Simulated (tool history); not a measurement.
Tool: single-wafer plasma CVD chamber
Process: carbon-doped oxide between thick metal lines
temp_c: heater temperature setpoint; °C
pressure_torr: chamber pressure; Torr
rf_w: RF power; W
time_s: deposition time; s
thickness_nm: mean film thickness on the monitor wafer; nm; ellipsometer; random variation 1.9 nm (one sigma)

Run 1, hour 0: temp_c 330 °C, pressure_torr 3.92 Torr, rf_w 440 W, time_s 174 s. Result: thickness_nm 861.09 nm.
Run 2, hour 4.3: temp_c 330 °C, pressure_torr 3.64 Torr, rf_w 440 W, time_s 174 s. Result: thickness_nm 853.8 nm.
Run 3, hour 8.3: temp_c 330 °C, pressure_torr 3.21 Torr, rf_w 440 W, time_s 174 s. Result: thickness_nm 845.75 nm.
Run 4, hour 9.6: temp_c 330 °C, pressure_torr 3.21 Torr, rf_w 440 W, time_s 174 s. Result: thickness_nm 840.02 nm.
Run 5, hour 10.9: temp_c 330 °C, pressure_torr 3.21 Torr, rf_w 440 W, time_s 174 s. Result: thickness_nm 839.82 nm.
Run 6, hour 18.1: temp_c 325 °C, pressure_torr 3.21 Torr, rf_w 440 W, time_s 174 s. Result: thickness_nm 856.17 nm.
Run 7, hour 19.3: temp_c 325 °C, pressure_torr 3.21 Torr, rf_w 440 W, time_s 174 s. Result: thickness_nm 861.1 nm.
Run 8, hour 22.8: temp_c 328 °C, pressure_torr 3.11 Torr, rf_w 430 W, time_s 174 s. Result: thickness_nm 829.02 nm.

Run 9 comes next. What will it give?
At hour 30.3: capacitance manometer re-zeroed and calibrated.
Run 9, hour 30.3: temp_c 331 °C, pressure_torr 3.02 Torr, rf_w 420 W, time_s 174 s. Result: thickness_nm ?.

Run 9 gave thickness_nm 797.42 nm.

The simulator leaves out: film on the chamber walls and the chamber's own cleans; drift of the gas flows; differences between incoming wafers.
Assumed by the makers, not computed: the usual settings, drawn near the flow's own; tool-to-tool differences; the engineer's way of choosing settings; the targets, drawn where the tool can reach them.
